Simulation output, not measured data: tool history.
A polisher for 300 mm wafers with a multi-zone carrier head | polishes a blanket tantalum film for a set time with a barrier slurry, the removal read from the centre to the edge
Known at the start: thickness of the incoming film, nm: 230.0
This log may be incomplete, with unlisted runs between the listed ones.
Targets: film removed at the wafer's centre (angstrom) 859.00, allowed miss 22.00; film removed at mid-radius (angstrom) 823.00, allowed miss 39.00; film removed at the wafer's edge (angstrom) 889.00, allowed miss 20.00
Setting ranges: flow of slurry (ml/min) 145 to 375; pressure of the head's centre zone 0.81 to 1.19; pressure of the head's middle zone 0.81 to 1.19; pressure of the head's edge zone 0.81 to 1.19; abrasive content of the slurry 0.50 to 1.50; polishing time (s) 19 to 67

run  hour  flow of slurry (ml/min)  pressure of the head's centre zone  pressure of the head's middle zone  pressure of the head's edge zone  abrasive content of the slurry  polishing time (s)  film removed at the wafer's centre (angstrom)  film removed at mid-radius (angstrom)  film removed at the wafer's edge (angstrom)
  1   0.0                      240                                1.00                                1.00                              1.00                            1.00                  43                                         567.83                                 555.40                                       588.73
  2   4.9                      250                                1.01                                1.01                              1.03                            1.10                  44                                         603.65                                 590.10                                       624.98
  3  12.7                      250                                1.01                                1.01                              1.03                            1.10                  50                                         689.34                                 668.45                                       722.40
  4  16.4                      250                                1.01                                1.01                              1.03                            1.10                  41                                         561.13                                 544.91                                       582.15
  5  21.4                      255                                1.02                                1.02                              1.05                            1.20                  43                                         611.69                                 607.71                                       633.63
  6  28.3                      255                                1.02                                1.02                              1.05                            1.20                  32                                         455.44                                 446.25                                       470.41
  7  33.7                      260                                1.03                                1.02                              1.07                            1.25                  36                                         517.68                                 505.64                                       541.38
  8  40.7                      320                                1.13                                1.10                              1.17                            1.50                  48                                         809.31                                 758.69                                       802.77
  9  48.1                      320                                1.12                                1.10                              1.17                            1.50                  49                                         816.26                                 779.60                                       828.87
 10  56.3                      320                                1.12                                1.10                              1.17                            1.50                  49                                         812.83                                 781.56                                       812.30

Consider the 4 candidate settings below. Which is the only one whose results all fall within their allowed miss of target?
  A  64.5                      320                                1.08                                1.07                              1.17                            1.45                  54                                              ?                                      ?                                            ?
  B  64.5                      275                                0.96                                0.88                              1.19                            1.45                  56                                              ?                                      ?                                            ?
  C  64.5                      340                                0.99                                1.07                              1.19                            1.50                  53                                              ?                                      ?                                            ?
  D  64.5                      300                                1.15                                1.19                              0.96                            1.45                  51                                              ?                                      ?                                            ?

move  film removed at the wafer's centre (angstrom)  film removed at mid-radius (angstrom)  film removed at the wafer's edge (angstrom)
   A                                         862.91                                 852.11                                       891.29
   B                                         790.26                                 739.79                                       925.01
   C                                         792.19                                 846.91                                       892.31
   D                                         858.68                                 876.67                                       758.39
A: meets every target
B: takes the biggest miss from the last run beyond its target
C: corrects the largest miss of the last run, while another result sits out of spec
D: its largest miss is bigger than the last run's
A meets every target.

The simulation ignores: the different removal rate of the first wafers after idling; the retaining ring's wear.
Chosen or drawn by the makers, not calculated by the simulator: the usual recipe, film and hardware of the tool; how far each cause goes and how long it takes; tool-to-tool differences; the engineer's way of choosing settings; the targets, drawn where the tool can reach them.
